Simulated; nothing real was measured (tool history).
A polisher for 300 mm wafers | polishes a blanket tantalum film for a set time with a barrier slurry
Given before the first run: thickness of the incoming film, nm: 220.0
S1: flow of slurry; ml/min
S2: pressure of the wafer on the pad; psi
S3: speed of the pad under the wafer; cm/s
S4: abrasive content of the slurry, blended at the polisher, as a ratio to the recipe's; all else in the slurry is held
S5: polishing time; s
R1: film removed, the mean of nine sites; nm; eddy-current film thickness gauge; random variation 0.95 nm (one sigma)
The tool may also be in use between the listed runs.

| run | hour | S1 | S2 | S3 | S4 | S5 | R1 |
|---|---|---|---|---|---|---|---|
| 1 | 0 | 225 | 1.7 | 100 | 1 | 80 | 104.68 |
| 2 | 8.3 | 225 | 1.6 | 100 | 1 | 80 | 97.275 |
| 3 | 10.9 | 225 | 1.6 | 100 | 1.15 | 80 | 103.24 |
| 4 | 18.5 | 260 | 1.6 | 100 | 1.15 | 80 | 103.72 |
| 5 | 27.3 | 260 | 1.6 | 118 | 1.15 | 80 | 120.69 |
| 6 | 29.1 | 260 | 1.6 | 138 | 1.15 | 80 | 140.85 |
| 7 | 35.2 | 260 | 1.4 | 138 | 1.15 | 80 | 123.82 |
| 8 | 42.3 | 260 | 1.3 | 138 | 1.15 | 80 | 114.14 |

Run 9 is up next; what results do you expect?
| 9 | 45.1 | 260 | 1.2 | 138 | 1.15 | 80 | ? |

R1: 105.48 nm
